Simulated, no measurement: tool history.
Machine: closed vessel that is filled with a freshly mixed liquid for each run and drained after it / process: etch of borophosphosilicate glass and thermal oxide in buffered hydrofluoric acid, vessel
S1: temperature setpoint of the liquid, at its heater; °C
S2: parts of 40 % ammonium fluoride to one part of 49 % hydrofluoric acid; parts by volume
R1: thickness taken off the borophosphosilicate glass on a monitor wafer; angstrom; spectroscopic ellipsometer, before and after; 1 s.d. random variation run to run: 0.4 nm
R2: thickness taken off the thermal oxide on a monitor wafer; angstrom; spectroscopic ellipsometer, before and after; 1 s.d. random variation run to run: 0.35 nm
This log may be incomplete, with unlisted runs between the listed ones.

Run 1, hour 0.0: S1 25.0 °C, S2 11 parts by volume, time in the liquid (s) 60. Result: R1 960.97 angstrom, R2 634.79 angstrom.
Run 2, hour 2.3: S1 26.5 °C, S2 11 parts by volume, time in the liquid (s) 60. Result: R1 1041.80 angstrom, R2 695.00 angstrom.
Run 3, hour 8.3: S1 25.0 °C, S2 11 parts by volume, time in the liquid (s) 60. Result: R1 957.66 angstrom, R2 642.52 angstrom.
Run 4, hour 11.3: S1 25.0 °C, S2 9 parts by volume, time in the liquid (s) 60. Result: R1 1132.00 angstrom, R2 746.95 angstrom.
Run 5, hour 19.9: S1 23.0 °C, S2 9 parts by volume, time in the liquid (s) 60. Result: R1 1012.60 angstrom, R2 678.49 angstrom.
Run 6, hour 22.0: S1 23.0 °C, S2 9 parts by volume, time in the liquid (s) 40. Result: R1 679.26 angstrom, R2 443.32 angstrom.
Run 7, hour 23.2: S1 23.0 °C, S2 9 parts by volume, time in the liquid (s) 40. Result: R1 679.17 angstrom, R2 445.66 angstrom.

Predict the results of run 8:
Run 8, hour 31.4: S1 24.0 °C, S2 9 parts by volume, time in the liquid (s) 40. Result: R1 ?, R2 ?.

R1: 707.79 angstrom
R2: 477.37 angstrom
